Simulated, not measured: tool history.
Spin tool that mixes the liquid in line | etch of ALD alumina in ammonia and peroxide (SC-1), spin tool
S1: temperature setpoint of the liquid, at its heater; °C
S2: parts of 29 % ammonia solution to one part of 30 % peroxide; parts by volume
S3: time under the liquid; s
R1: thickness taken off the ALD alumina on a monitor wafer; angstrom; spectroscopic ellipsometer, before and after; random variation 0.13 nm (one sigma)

run  hour    S1   S2   S3      R1
  1   0.0  51.0  0.7  245  102.33
  2   3.4  52.5  0.7  245  110.36
  3   4.4  52.5  0.7  245  110.14
  4   6.9  58.5  0.7  245  153.43
  5  15.9  58.0  0.7  245  150.03
  6  18.6  63.0  0.7  245  192.70
  7  27.6  61.5  0.7  245  178.32
  8  33.2  61.5  0.7  245  177.33
  9  40.5  60.5  0.7  245  168.73
 10  45.7  59.5  0.7  245  163.78
 11  46.6  59.0  0.7  245  155.77
 12  53.6  58.5  0.7  245  153.10

The next listed run, before its measurement:
     61.0  -- heated supply line repaired
 13  61.0  58.0  0.7  245   ?

R1: 164.00 angstrom
